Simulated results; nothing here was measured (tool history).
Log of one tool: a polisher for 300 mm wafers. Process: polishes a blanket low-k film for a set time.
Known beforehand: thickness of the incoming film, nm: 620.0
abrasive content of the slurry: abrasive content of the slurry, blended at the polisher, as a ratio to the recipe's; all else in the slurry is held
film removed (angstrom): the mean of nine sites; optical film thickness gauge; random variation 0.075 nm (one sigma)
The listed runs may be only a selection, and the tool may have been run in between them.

run,hour,flow of slurry (ml/min),pressure of the wafer on the pad (psi),speed of the pad under the wafer (cm/s),abrasive content of the slurry,polishing time (s),film removed (angstrom)
1,0,165,1.5,92,1,52,177.23
2,8,165,1.5,108,1,52,200.99
3,15.5,160,1.2,104,1,52,154.83
4,23.5,160,1.2,116,1,52,167.34
5,29.6,160,0.9,116,1,52,128.54
6,33,120,0.9,116,1,52,121.13
7,39.6,115,0.8,116,1,52,109.83
8,46.6,115,0.8,116,1,52,108.33
9,52.1,110,0.8,116,1,52,107.27

Forecast run 10:
10,54.4,105,0.8,116,1,52,?

film removed (angstrom): 106.08
